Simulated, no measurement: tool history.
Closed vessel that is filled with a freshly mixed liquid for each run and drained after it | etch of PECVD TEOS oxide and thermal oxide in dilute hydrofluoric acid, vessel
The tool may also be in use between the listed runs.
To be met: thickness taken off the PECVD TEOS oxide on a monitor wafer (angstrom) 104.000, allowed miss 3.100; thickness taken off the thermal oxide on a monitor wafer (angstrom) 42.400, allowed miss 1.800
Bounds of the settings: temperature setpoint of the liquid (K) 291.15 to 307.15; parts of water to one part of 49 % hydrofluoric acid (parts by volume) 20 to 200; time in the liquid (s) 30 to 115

run    day  temperature setpoint of the liquid (K)  parts of water to one part of 49 % hydrofluoric acid (parts by volume)  time in the liquid (s)  thickness taken off the PECVD TEOS oxide on a monitor wafer (angstrom)  thickness taken off the thermal oxide on a monitor wafer (angstrom)
  1  0.000                                  299.15                                                                     110                      60                                                                  69.196                                                               28.487
  2  0.188                                  300.65                                                                     110                      60                                                                  75.241                                                               30.248
  3  0.267                                  300.65                                                                     125                      60                                                                  64.259                                                               26.414
  4  0.517                                  300.65                                                                     125                      40                                                                  42.801                                                               17.358
  5  0.829                                  301.65                                                                     115                      40                                                                  48.826                                                               19.784
  6  1.121                                  302.65                                                                     105                      40                                                                  56.166                                                               22.981
  7  1.329                                  302.65                                                                     105                      40                                                                  56.037                                                               22.803
  8  1.462                                  302.65                                                                     105                      40                                                                  57.039                                                               23.079
  9  1.758                                  303.15                                                                     100                      40                                                                  61.470                                                               24.428
 10  1.825                                  303.15                                                                      95                      40                                                                  64.201                                                               25.879
 11  2.188                                  303.65                                                                      90                      40                                                                  70.424                                                               28.547
 12  2.383                                  304.15                                                                      85                      40                                                                  75.349                                                               30.718
 13  2.712                                  304.65                                                                      80                      40                                                                  83.033                                                               34.032
 14  3.038                                  305.15                                                                      80                      40                                                                  85.499                                                               34.656
 15  3.179                                  305.65                                                                      80                      40                                                                  85.737                                                               34.455
 16  3.321                                  305.65                                                                      80                      40                                                                  85.350                                                               34.691
 17  3.596                                  306.65                                                                      75                      40                                                                  95.211                                                               38.468

4 next moves are on the table. One of them brings every result within its allowed miss. Which?
  A  3.871                                  304.65                                                                      50                      30                                                                       ?                                                                    ?
  B  3.871                                  303.15                                                                      75                      40                                                                       ?                                                                    ?
  C  3.871                                  305.65                                                                      90                      45                                                                       ?                                                                    ?
  D  3.871                                  305.65                                                                      75                      40                                                                       ?                                                                    ?

move  thickness taken off the PECVD TEOS oxide on a monitor wafer (angstrom)  thickness taken off the thermal oxide on a monitor wafer (angstrom)
   A                                                                 103.720                                                               41.980
   B                                                                  83.747                                                               33.895
   C                                                                  84.346                                                               34.137
   D                                                                  92.075                                                               37.266
A: meets every target
B: further off than the last run
C: further off than the last run
D: further off than the last run
Move A is the one to make.
